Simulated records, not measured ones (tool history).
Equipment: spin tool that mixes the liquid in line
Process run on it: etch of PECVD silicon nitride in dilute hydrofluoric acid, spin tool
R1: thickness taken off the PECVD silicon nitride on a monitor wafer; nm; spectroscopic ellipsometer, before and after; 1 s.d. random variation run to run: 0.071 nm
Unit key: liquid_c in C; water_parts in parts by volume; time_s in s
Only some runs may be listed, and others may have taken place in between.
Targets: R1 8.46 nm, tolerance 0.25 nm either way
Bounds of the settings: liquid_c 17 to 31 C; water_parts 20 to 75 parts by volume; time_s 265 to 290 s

{"run": 1, "hour": 0.0, "liquid_c": 23, "water_parts": 45, "time_s": 265, "R1": 9.675}
{"run": 2, "hour": 7.1, "liquid_c": 22.5, "water_parts": 45, "time_s": 265, "R1": 9.4726}
{"run": 3, "hour": 11.8, "liquid_c": 22, "water_parts": 45, "time_s": 265, "R1": 9.15}
{"run": 4, "hour": 20.6, "liquid_c": 22, "water_parts": 40, "time_s": 265, "R1": 10.054}
{"run": 5, "hour": 24.2, "liquid_c": 21.5, "water_parts": 40, "time_s": 265, "R1": 9.8289}
{"run": 6, "hour": 27.5, "liquid_c": 21, "water_parts": 40, "time_s": 265, "R1": 9.5828}
{"run": 7, "hour": 34.8, "liquid_c": 20.5, "water_parts": 40, "time_s": 265, "R1": 9.2829}
{"run": 8, "hour": 37.6, "liquid_c": 20, "water_parts": 40, "time_s": 265, "R1": 8.984}

Which one of the following 4 next-run settings gets every result inside its allowed miss? There is exactly one.
{"run": "A", "hour": 40.4, "liquid_c": 17, "water_parts": 40, "time_s": 285, "R1": "?"}
{"run": "B", "hour": 40.4, "liquid_c": 18, "water_parts": 40, "time_s": 275, "R1": "?"}
{"run": "C", "hour": 40.4, "liquid_c": 20, "water_parts": 45, "time_s": 265, "R1": "?"}
{"run": "D", "hour": 40.4, "liquid_c": 21, "water_parts": 45, "time_s": 265, "R1": "?"}

move=A R1=7.6893
move=B R1=7.9661
move=C R1=7.8813
move=D R1=8.4475
A: the result that was furthest off in the last run now lies on the other side of its target
B: the result that was furthest off in the last run now lies on the other side of its target
C: the result that was furthest off in the last run now lies on the other side of its target
D: meets every target
Correct choice: D, which meets every target
